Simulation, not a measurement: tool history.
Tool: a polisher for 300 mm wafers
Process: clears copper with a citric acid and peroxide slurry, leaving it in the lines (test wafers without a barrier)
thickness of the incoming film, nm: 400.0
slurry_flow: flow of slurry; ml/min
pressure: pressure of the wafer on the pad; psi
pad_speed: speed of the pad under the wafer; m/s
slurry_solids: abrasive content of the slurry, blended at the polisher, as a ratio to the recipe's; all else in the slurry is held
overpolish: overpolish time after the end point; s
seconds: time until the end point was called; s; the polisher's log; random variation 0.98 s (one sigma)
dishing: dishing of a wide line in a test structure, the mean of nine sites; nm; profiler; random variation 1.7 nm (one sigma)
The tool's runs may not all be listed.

run	hour	slurry_flow	pressure	pad_speed	slurry_solids	overpolish	seconds	dishing
1	0.0	270	3.7	1.28	1.0	19	138.990	39.133
2	8.5	270	4.4	1.28	1.0	19	125.080	42.656
3	12.9	270	4.5	1.34	1.0	20	119.370	48.096
4	21.8	270	4.7	1.40	1.0	21	108.300	52.678
5	29.6	270	4.7	1.40	1.0	25	104.960	61.573
# hour 34.0: slurry blender recalibrated
6	34.0	270	4.7	1.40	1.0	22	101.120	57.879
7	35.4	270	4.8	1.40	1.0	23	101.350	62.810
8	36.7	270	5.8	1.44	1.0	27	83.052	80.268

Run 9 comes next. What will it give?
9	38.6	270	5.8	1.44	1.0	28	?	?

{"run 9": {"seconds": 83.818, "dishing": 84.545}}
